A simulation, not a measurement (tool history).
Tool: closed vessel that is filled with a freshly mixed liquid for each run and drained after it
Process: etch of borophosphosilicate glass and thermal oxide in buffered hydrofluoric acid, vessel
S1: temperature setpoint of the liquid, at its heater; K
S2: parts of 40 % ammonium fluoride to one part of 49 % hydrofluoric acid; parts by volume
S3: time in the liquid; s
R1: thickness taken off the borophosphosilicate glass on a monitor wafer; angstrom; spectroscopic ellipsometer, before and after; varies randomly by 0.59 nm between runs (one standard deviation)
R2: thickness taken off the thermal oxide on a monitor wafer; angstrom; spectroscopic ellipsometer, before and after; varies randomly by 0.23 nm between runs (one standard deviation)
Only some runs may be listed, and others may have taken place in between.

run	hour	S1	S2	S3	R1	R2
1	0	296.15	9.5	60	770.77	704.65
2	5.7	298.15	9.5	60	854.12	788.79
3	10.9	300.65	9.5	60	962.56	906.73
4	12.8	300.65	11	60	854.48	794.12
5	21.8	300.65	11	80	1125	1061.8
6	27.6	300.65	11	60	849.19	792.25

Run 7 comes next. What will it give?
7	31.7	299.15	11	60	?	?

{"run 7": {"R1": 768.71, "R2": 737.67}}

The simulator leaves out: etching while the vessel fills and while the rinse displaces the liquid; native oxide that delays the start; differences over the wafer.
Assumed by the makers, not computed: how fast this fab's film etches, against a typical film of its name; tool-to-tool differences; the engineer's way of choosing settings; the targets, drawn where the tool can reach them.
